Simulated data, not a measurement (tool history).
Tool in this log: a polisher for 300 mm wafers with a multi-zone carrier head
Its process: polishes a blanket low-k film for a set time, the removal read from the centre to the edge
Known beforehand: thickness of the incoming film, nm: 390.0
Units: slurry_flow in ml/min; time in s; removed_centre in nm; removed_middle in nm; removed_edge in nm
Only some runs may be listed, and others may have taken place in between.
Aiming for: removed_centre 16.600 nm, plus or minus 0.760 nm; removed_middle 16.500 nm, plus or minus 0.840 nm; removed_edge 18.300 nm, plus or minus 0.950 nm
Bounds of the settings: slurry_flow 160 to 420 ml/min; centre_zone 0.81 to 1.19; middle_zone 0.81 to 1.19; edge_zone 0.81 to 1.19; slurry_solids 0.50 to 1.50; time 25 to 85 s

| run | hour | slurry_flow | centre_zone | middle_zone | edge_zone | slurry_solids | time | removed_centre | removed_middle | removed_edge |
|---|---|---|---|---|---|---|---|---|---|---|
| 1 | 0.0 | 270 | 1.00 | 1.00 | 1.00 | 1.00 | 55 | 23.047 | 23.343 | 21.663 |
| 2 | 4.6 | 270 | 0.92 | 1.00 | 1.00 | 1.00 | 55 | 21.975 | 23.080 | 22.954 |
| 3 | 8.6 | 270 | 0.87 | 1.00 | 1.00 | 1.00 | 55 | 20.609 | 23.261 | 21.636 |
| 4 | 14.4 | 265 | 0.86 | 0.97 | 1.01 | 0.95 | 55 | 20.362 | 22.001 | 21.467 |
|  | 21.3 | edge zone pressure recalibrated |
| 5 | 21.3 | 260 | 0.85 | 0.95 | 1.04 | 0.90 | 54 | 19.534 | 20.525 | 22.213 |
| 6 | 30.0 | 260 | 0.85 | 0.94 | 1.02 | 0.85 | 54 | 19.004 | 20.085 | 21.743 |
| 7 | 32.7 | 260 | 0.85 | 0.94 | 1.02 | 0.85 | 54 | 18.973 | 20.789 | 21.394 |
| 8 | 37.2 | 260 | 0.87 | 0.92 | 1.02 | 0.80 | 53 | 18.549 | 18.661 | 21.017 |
| 9 | 38.7 | 260 | 0.87 | 0.91 | 1.00 | 0.75 | 53 | 18.085 | 18.141 | 20.155 |
| 10 | 46.2 | 260 | 0.87 | 0.91 | 1.00 | 0.75 | 53 | 18.162 | 17.997 | 20.056 |
| 11 | 47.7 | 260 | 0.86 | 0.90 | 0.99 | 0.75 | 53 | 17.869 | 18.370 | 19.630 |

Exercise: of the 5 proposed moves below, exactly one satisfies all targets within the stated allowed misses. Which move is it?
| A | 49.2 | 275 | 0.95 | 0.82 | 1.19 | 0.55 | 58 | ? | ? | ? |
| B | 49.2 | 320 | 0.87 | 0.90 | 1.01 | 0.75 | 47 | ? | ? | ? |
| C | 49.2 | 250 | 0.81 | 0.90 | 0.93 | 0.75 | 53 | ? | ? | ? |
| D | 49.2 | 280 | 0.89 | 0.96 | 0.91 | 0.70 | 52 | ? | ? | ? |
| E | 49.2 | 275 | 0.87 | 0.92 | 1.15 | 0.75 | 50 | ? | ? | ? |

| move | removed_centre | removed_middle | removed_edge |
|---|---|---|---|
| A | 18.486 | 16.207 | 21.080 |
| B | 16.384 | 16.387 | 18.079 |
| C | 17.182 | 18.024 | 19.231 |
| D | 17.632 | 18.362 | 18.312 |
| E | 17.150 | 17.490 | 20.291 |
A: brings the result that was furthest off to its target, and leaves another outside
B: each result inside its tolerance
C: nearer than the last run, and not there yet
D: just as far off the targets as the last run
E: nearer than the last run, and not there yet
So the answer is move B, the one that meets all the targets.

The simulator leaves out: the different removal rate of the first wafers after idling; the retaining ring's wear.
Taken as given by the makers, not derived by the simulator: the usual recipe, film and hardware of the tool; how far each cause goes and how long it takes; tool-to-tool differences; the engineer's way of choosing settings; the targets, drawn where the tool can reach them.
